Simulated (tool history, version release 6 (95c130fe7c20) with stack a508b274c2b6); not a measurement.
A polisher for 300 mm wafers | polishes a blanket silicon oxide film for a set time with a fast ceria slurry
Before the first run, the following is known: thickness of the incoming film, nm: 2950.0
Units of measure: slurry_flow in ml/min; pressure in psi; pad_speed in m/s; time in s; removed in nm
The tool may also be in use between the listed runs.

run 1 hour=0 | slurry_flow=260 pressure=1.7 pad_speed=0.76 time=39 | removed=238.38
run 2 hour=4.1 | slurry_flow=260 pressure=2 pad_speed=0.76 time=39 | removed=282.85
run 3 hour=5.1 | slurry_flow=260 pressure=2 pad_speed=0.88 time=39 | removed=325.56
run 4 hour=11.3 | slurry_flow=260 pressure=2 pad_speed=1 time=39 | removed=365.09
run 5 hour=13 | slurry_flow=260 pressure=2.1 pad_speed=1 time=39 | removed=383.24
run 6 hour=17.5 | slurry_flow=260 pressure=1.9 pad_speed=1 time=39 | removed=351.45
run 7 hour=21.8 | slurry_flow=260 pressure=2 pad_speed=1 time=39 | removed=366.88

For run 8, what comes out?
run 8 hour=28.3 | slurry_flow=260 pressure=2.1 pad_speed=1 time=39 | removed=?

{"run 8": {"removed": 380.14}}
